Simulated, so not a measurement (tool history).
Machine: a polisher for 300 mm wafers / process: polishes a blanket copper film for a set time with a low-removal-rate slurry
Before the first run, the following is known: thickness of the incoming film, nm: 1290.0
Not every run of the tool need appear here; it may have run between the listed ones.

run	day	flow of slurry (ml/min)	pressure of the wafer on the pad (psi)	speed of the pad under the wafer (m/s)	abrasive content of the slurry	polishing time (s)	film removed (nm)
1	0	300	2.2	1	1	82	189.7
2	0.142	300	2.3	1	1	82	195.48
3	0.358	300	2.4	1	1	82	200.81
4	0.583	300	2.4	1	1.2	82	209.93
5	0.638	300	2.4	1.1	1.2	82	228.34
6	0.879	300	2.5	1.1	1.2	82	234.05
7	1.092	300	2.6	1.1	1.2	82	246.43
8	1.396	300	2.7	1.1	1.2	82	255.06
9	1.712	300	2.8	1.1	1.2	82	259.65
10	1.779	300	2.9	1.1	1.2	82	265.05

Expected results for the next run?
11	1.846	300	2.9	1.1	1.2	82	?

Logged for run 11: film removed (nm) 268.8.
